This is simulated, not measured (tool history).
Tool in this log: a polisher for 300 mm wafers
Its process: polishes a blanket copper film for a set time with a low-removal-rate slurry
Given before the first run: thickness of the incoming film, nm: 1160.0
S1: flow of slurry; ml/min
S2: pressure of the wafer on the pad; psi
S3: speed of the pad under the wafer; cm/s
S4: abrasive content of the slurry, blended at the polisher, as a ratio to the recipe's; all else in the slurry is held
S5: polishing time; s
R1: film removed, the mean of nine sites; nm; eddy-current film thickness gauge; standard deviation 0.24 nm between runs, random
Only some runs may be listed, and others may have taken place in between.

| run | day | S1 | S2 | S3 | S4 | S5 | R1 |
|---|---|---|---|---|---|---|---|
| 1 | 0.000 | 300 | 2.3 | 92 | 1.0 | 38 | 73.682 |
| 2 | 0.283 | 295 | 2.0 | 88 | 1.0 | 38 | 62.932 |
| 3 | 0.608 | 350 | 2.0 | 88 | 1.0 | 38 | 63.132 |
| 4 | 0.875 | 350 | 2.0 | 96 | 1.0 | 38 | 68.085 |
| 5 | 1.004 | 350 | 2.0 | 76 | 1.0 | 38 | 56.686 |
| 6 | 1.258 | 350 | 2.0 | 94 | 1.0 | 38 | 66.729 |
| 7 | 1.521 | 350 | 1.7 | 88 | 1.0 | 38 | 55.065 |
| 8 | 1.592 | 350 | 1.7 | 88 | 1.0 | 38 | 54.672 |
| 9 | 1.721 | 350 | 1.5 | 86 | 1.0 | 38 | 48.115 |
| 10 | 2.038 | 345 | 1.4 | 84 | 1.0 | 38 | 45.109 |
| 11 | 2.317 | 330 | 1.0 | 76 | 1.0 | 38 | 31.226 |
| 12 | 2.454 | 355 | 1.0 | 76 | 1.0 | 38 | 30.992 |
| 13 | 2.775 | 355 | 1.1 | 76 | 1.0 | 38 | 33.405 |
| 14 | 3.100 | 355 | 1.1 | 76 | 1.0 | 38 | 33.354 |

Run 15 is up next; what results do you expect?
| 15 | 3.454 | 365 | 1.3 | 76 | 1.0 | 38 | ? |

Run 15 came out at R1 39.000 nm.

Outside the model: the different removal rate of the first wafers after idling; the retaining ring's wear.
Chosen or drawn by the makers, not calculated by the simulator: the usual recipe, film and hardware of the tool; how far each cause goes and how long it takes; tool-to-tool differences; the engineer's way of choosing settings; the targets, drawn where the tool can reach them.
